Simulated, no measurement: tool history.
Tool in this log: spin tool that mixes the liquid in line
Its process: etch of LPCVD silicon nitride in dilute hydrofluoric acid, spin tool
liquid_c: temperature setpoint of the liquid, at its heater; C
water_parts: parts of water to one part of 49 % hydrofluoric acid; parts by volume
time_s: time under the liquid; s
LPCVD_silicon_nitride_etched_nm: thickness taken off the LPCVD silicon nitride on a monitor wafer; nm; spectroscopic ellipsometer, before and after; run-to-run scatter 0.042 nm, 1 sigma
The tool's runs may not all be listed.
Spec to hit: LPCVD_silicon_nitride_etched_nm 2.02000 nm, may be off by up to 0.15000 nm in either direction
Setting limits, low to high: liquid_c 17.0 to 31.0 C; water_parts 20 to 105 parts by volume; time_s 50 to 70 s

run,hour,liquid_c,water_parts,time_s,LPCVD_silicon_nitride_etched_nm
1,0.0,23.0,55,70,0.57447
2,6.0,21.0,55,70,0.49936
3,11.6,22.5,50,70,0.59038
4,20.5,25.0,50,70,0.72877
5,22.7,25.0,40,70,0.90832
6,29.2,26.0,35,70,1.07380
7,34.0,26.5,35,70,1.11070
8,42.8,30.5,20,70,2.50210
9,51.8,30.0,20,70,2.44260
10,57.4,29.0,20,70,2.35220
11,63.5,28.5,20,70,2.18620

4 next moves are on the table. One of them brings every result within its allowed miss. Which?
A,69.6,30.0,20,65,?
B,69.6,31.0,20,65,?
C,69.6,27.0,20,70,?
D,69.6,29.5,20,70,?

move,LPCVD_silicon_nitride_etched_nm
A,2.33080
B,2.48850
C,2.05660
D,2.42880
A: further off than the last run
B: further off than the last run
C: in spec on every target
D: further off than the last run
Move C is the one to make.

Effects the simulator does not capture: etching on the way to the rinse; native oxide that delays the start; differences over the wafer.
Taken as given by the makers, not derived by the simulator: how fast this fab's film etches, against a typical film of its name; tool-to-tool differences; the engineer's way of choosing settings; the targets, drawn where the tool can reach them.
